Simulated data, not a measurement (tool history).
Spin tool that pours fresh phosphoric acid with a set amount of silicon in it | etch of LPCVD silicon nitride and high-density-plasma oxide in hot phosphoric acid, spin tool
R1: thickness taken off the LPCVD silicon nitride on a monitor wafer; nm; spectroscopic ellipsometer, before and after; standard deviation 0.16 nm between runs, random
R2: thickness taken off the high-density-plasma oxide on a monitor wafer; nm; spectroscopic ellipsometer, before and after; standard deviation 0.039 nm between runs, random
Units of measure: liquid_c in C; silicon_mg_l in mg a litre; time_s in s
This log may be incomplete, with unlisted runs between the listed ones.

{"run": 1, "hour": 0.0, "liquid_c": 159, "silicon_mg_l": 11.5, "time_s": 180, "R1": 14.81, "R2": 0.36817}
{"run": 2, "hour": 1.8, "liquid_c": 159.5, "silicon_mg_l": 14.5, "time_s": 195, "R1": 16.091, "R2": 0.40965}
{"run": 3, "hour": 6.3, "liquid_c": 159, "silicon_mg_l": 16, "time_s": 215, "R1": 17.475, "R2": 0.37277}
{"run": 4, "hour": 7.0, "liquid_c": 159, "silicon_mg_l": 22.5, "time_s": 215, "R1": 17.293, "R2": 0.31292}
{"run": 5, "hour": 14.0, "liquid_c": 159, "silicon_mg_l": 26, "time_s": 215, "R1": 17.532, "R2": 0.2629}
{"run": 6, "hour": 16.7, "liquid_c": 159, "silicon_mg_l": 26, "time_s": 260, "R1": 20.932, "R2": 0.30241}
{"run": 7, "hour": 23.8, "liquid_c": 159.5, "silicon_mg_l": 25.5, "time_s": 260, "R1": 21.125, "R2": 0.31803}
{"run": 8, "hour": 28.2, "liquid_c": 160, "silicon_mg_l": 24.5, "time_s": 265, "R1": 22.161, "R2": 0.30944}
{"run": 9, "hour": 29.7, "liquid_c": 160, "silicon_mg_l": 22.5, "time_s": 265, "R1": 21.966, "R2": 0.35263}
{"run": 10, "hour": 31.0, "liquid_c": 160.5, "silicon_mg_l": 21.5, "time_s": 265, "R1": 22.63, "R2": 0.38808}

What does the tool deliver on the next run?
{"run": 11, "hour": 34.6, "liquid_c": 160.5, "silicon_mg_l": 21, "time_s": 265, "R1": "?", "R2": "?"}

{"run 11": {"R1": 22.396, "R2": 0.36542}}
